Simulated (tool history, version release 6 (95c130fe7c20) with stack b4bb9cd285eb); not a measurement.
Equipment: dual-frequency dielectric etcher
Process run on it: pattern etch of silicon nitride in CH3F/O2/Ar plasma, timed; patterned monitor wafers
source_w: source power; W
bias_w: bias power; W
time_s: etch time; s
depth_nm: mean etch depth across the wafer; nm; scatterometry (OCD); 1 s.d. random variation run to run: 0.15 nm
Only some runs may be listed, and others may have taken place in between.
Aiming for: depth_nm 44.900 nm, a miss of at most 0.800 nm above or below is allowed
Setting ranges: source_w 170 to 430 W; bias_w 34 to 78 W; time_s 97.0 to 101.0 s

{"run": 1, "day": 0.0, "source_w": 300, "bias_w": 56, "time_s": 97.0, "depth_nm": 59.179}
{"run": 2, "day": 0.317, "source_w": 300, "bias_w": 49, "time_s": 97.0, "depth_nm": 55.738}
{"run": 3, "day": 0.567, "source_w": 260, "bias_w": 49, "time_s": 97.0, "depth_nm": 52.139}
{"run": 4, "day": 0.921, "source_w": 310, "bias_w": 49, "time_s": 97.0, "depth_nm": 56.208}
{"run": 5, "day": 1.142, "source_w": 290, "bias_w": 48, "time_s": 97.0, "depth_nm": 54.191}
{"run": 6, "day": 1.496, "source_w": 270, "bias_w": 48, "time_s": 97.0, "depth_nm": 52.507}
{"run": 7, "day": 1.55, "source_w": 250, "bias_w": 48, "time_s": 97.0, "depth_nm": 51.02}
{"run": 8, "day": 1.733, "source_w": 240, "bias_w": 48, "time_s": 97.0, "depth_nm": 50.246}
{"run": 9, "day": 2.075, "source_w": 230, "bias_w": 48, "time_s": 97.0, "depth_nm": 48.989}
{"run": 10, "day": 2.196, "source_w": 170, "bias_w": 47, "time_s": 97.0, "depth_nm": 42.349}

Which one of the following 5 next-run settings gets every result inside its allowed miss? There is exactly one.
{"run": "A", "day": 2.317, "source_w": 200, "bias_w": 49, "time_s": 97.0, "depth_nm": "?"}
{"run": "B", "day": 2.317, "source_w": 180, "bias_w": 49, "time_s": 101.0, "depth_nm": "?"}
{"run": "C", "day": 2.317, "source_w": 170, "bias_w": 55, "time_s": 98.5, "depth_nm": "?"}
{"run": "D", "day": 2.317, "source_w": 190, "bias_w": 47, "time_s": 97.0, "depth_nm": "?"}
{"run": "E", "day": 2.317, "source_w": 240, "bias_w": 35, "time_s": 98.5, "depth_nm": "?"}

move=A depth_nm=46.524
move=B depth_nm=46.258
move=C depth_nm=46.559
move=D depth_nm=44.513
move=E depth_nm=42.799
A: takes the biggest miss from the last run beyond its target
B: takes the biggest miss from the last run beyond its target
C: takes the biggest miss from the last run beyond its target
D: all results land within tolerance of their targets
E: moves toward the targets from the last run without getting all of them in spec
Move D is the one to make.

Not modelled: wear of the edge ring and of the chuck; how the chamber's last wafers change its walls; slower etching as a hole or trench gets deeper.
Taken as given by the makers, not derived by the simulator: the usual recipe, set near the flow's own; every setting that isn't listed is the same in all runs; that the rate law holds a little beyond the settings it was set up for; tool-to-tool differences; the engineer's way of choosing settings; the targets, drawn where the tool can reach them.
